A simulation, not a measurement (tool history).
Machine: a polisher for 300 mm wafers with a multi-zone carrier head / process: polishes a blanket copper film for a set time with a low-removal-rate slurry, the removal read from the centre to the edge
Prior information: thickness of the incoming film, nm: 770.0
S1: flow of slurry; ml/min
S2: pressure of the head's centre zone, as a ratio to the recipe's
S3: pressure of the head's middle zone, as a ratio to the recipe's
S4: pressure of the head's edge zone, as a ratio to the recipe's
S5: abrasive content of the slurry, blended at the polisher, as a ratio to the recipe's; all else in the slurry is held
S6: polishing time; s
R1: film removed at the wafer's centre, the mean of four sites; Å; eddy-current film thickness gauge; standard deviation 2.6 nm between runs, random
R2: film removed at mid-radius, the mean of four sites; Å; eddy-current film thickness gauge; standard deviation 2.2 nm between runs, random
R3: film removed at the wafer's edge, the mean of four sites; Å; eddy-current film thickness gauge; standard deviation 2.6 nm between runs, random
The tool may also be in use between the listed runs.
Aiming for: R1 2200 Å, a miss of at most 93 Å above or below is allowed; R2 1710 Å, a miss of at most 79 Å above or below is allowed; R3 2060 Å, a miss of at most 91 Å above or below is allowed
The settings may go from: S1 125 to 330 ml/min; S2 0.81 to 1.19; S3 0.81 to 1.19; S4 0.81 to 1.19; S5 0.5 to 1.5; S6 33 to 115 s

Run 1, day 0: S1 210 ml/min, S2 1, S3 1, S4 1, S5 1, S6 73 s. Result: R1 2749.4 Å, R2 2676.9 Å, R3 2734.2 Å.
Run 2, day 0.346: S1 205 ml/min, S2 1.01, S3 0.96, S4 1, S5 0.9, S6 70 s. Result: R1 2592.5 Å, R2 2437.5 Å, R3 2605.9 Å.
Run 3, day 0.5: S1 205 ml/min, S2 1.01, S3 0.96, S4 1, S5 0.9, S6 59 s. Result: R1 2140.9 Å, R2 2040.5 Å, R3 2152 Å.
Run 4, day 0.529: S1 200 ml/min, S2 1.03, S3 0.93, S4 0.99, S5 0.85, S6 59 s. Result: R1 2162.6 Å, R2 1979 Å, R3 2141.4 Å.
Run 5, day 0.638: S1 235 ml/min, S2 1.03, S3 0.93, S4 0.99, S5 0.85, S6 59 s. Result: R1 2269.8 Å, R2 1988.1 Å, R3 2153.4 Å.
Run 6, day 0.867: S1 235 ml/min, S2 1.03, S3 0.91, S4 0.99, S5 0.8, S6 59 s. Result: R1 2222.1 Å, R2 1922.3 Å, R3 2144.5 Å.
Run 7, day 0.992: S1 240 ml/min, S2 1.04, S3 0.89, S4 0.98, S5 0.75, S6 59 s. Result: R1 2222.1 Å, R2 1878.3 Å, R3 2120.1 Å.
Run 8, day 1.25: S1 240 ml/min, S2 1.05, S3 0.87, S4 0.98, S5 0.75, S6 59 s. Result: R1 2229.9 Å, R2 1802 Å, R3 2072 Å.

Of the 4 settings listed for the next run, only one would bring every result within its allowed miss of target. Which one?
Run A, day 1.508: S1 255 ml/min, S2 1.1, S3 0.93, S4 0.96, S5 0.75, S6 58 s. Result: R1 ?, R2 ?, R3 ?.
Run B, day 1.508: S1 260 ml/min, S2 1.09, S3 0.85, S4 1.05, S5 0.75, S6 55 s. Result: R1 ?, R2 ?, R3 ?.
Run C, day 1.508: S1 260 ml/min, S2 1.05, S3 0.97, S4 0.96, S5 0.65, S6 62 s. Result: R1 ?, R2 ?, R3 ?.
Run D, day 1.508: S1 210 ml/min, S2 1, S3 0.87, S4 1.01, S5 0.7, S6 63 s. Result: R1 ?, R2 ?, R3 ?.

move      R1      R2      R3
   A  2285.6  1907.3  2048.9
   B  2151.9  1682.6  2034.8
   C    2264  2050.3  2123.4
   D  2155.6  1880.8  2203.2
A: its largest miss is bigger than the last run's
B: all results land within tolerance of their targets
C: its largest miss is bigger than the last run's
D: its largest miss is bigger than the last run's
Go with B: it meets all targets.
